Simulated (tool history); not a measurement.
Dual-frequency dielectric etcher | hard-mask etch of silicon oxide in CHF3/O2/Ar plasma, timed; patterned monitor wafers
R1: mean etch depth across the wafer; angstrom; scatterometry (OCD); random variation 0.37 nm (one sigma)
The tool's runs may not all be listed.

run 1 day=0.000 | source_power_(W)=880 bias_power_(W)=199 etch_time_(s)=29.5 | R1=697.49
run 2 day=0.371 | source_power_(W)=810 bias_power_(W)=199 etch_time_(s)=29.5 | R1=678.81
run 3 day=0.525 | source_power_(W)=810 bias_power_(W)=199 etch_time_(s)=29.5 | R1=677.55
run 4 day=0.608 | source_power_(W)=850 bias_power_(W)=204 etch_time_(s)=29.5 | R1=688.89
run 5 day=0.867 | source_power_(W)=850 bias_power_(W)=204 etch_time_(s)=30.5 | R1=717.74
run 6 day=1.029 | source_power_(W)=850 bias_power_(W)=204 etch_time_(s)=30.5 | R1=712.75
run 7 day=1.200 | source_power_(W)=1030 bias_power_(W)=228 etch_time_(s)=30.5 | R1=801.66
run 8 day=1.433 | source_power_(W)=1040 bias_power_(W)=229 etch_time_(s)=30.5 | R1=806.32

The next listed run, before its measurement:
run 9 day=1.533 | source_power_(W)=1050 bias_power_(W)=230 etch_time_(s)=30.5 | R1=?

Run 9 gave R1 810.23 angstrom.
